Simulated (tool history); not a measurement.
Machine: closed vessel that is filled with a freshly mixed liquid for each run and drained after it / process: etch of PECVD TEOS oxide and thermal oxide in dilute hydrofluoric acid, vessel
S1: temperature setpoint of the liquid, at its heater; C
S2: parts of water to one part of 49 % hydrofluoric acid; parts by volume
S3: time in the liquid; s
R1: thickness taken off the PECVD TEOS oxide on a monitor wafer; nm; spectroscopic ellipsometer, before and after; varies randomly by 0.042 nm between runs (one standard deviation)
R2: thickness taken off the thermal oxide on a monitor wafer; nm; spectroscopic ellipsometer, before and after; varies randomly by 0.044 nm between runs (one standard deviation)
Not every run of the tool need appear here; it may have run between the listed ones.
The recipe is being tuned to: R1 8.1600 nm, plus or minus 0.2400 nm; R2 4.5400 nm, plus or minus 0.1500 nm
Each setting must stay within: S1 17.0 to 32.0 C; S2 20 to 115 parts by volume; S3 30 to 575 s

{"run": 1, "hour": 0.0, "S1": 24.0, "S2": 65, "S3": 295, "R1": 42.541, "R2": 23.681}
{"run": 2, "hour": 7.5, "S1": 24.0, "S2": 50, "S3": 295, "R1": 55.992, "R2": 31.251}
{"run": 3, "hour": 15.9, "S1": 22.0, "S2": 50, "S3": 295, "R1": 51.612, "R2": 28.53}
{"run": 4, "hour": 20.2, "S1": 20.5, "S2": 70, "S3": 245, "R1": 28.154, "R2": 15.78}
{"run": 5, "hour": 27.7, "S1": 20.5, "S2": 70, "S3": 145, "R1": 16.621, "R2": 9.2527}
{"run": 6, "hour": 34.0, "S1": 19.5, "S2": 80, "S3": 145, "R1": 13.828, "R2": 7.7609}
{"run": 7, "hour": 38.0, "S1": 19.0, "S2": 90, "S3": 145, "R1": 12.05, "R2": 6.6468}
{"run": 8, "hour": 40.9, "S1": 18.5, "S2": 95, "S3": 145, "R1": 10.954, "R2": 6.0985}
{"run": 9, "hour": 41.9, "S1": 18.5, "S2": 95, "S3": 145, "R1": 10.968, "R2": 6.0983}
{"run": 10, "hour": 49.0, "S1": 18.0, "S2": 100, "S3": 145, "R1": 10.204, "R2": 5.6758}
{"run": 11, "hour": 54.4, "S1": 17.5, "S2": 105, "S3": 145, "R1": 9.4693, "R2": 5.1632}
{"run": 12, "hour": 59.1, "S1": 17.5, "S2": 110, "S3": 145, "R1": 9.002, "R2": 5.0263}
{"run": 13, "hour": 62.5, "S1": 17.5, "S2": 110, "S3": 145, "R1": 8.9733, "R2": 5.0147}

Next run, 4 choices. One meets every target within its allowed miss, the rest don't. Which?
{"run": "A", "hour": 65.9, "S1": 18.0, "S2": 85, "S3": 120, "R1": "?", "R2": "?"}
{"run": "B", "hour": 65.9, "S1": 18.0, "S2": 115, "S3": 135, "R1": "?", "R2": "?"}
{"run": "C", "hour": 65.9, "S1": 19.0, "S2": 105, "S3": 110, "R1": "?", "R2": "?"}
{"run": "D", "hour": 65.9, "S1": 17.0, "S2": 105, "S3": 120, "R1": "?", "R2": "?"}

move=A R1=10.0290 R2=5.6128
move=B R1=8.0769 R2=4.5204
move=C R1=7.5926 R2=4.2494
move=D R1=7.6203 R2=4.2649
A: misses by more than the last run did
B: every result lands within tolerance
C: carries the result that was furthest off beyond its target, to the other side
D: carries the result that was furthest off beyond its target, to the other side
Correct choice: B, which meets every target
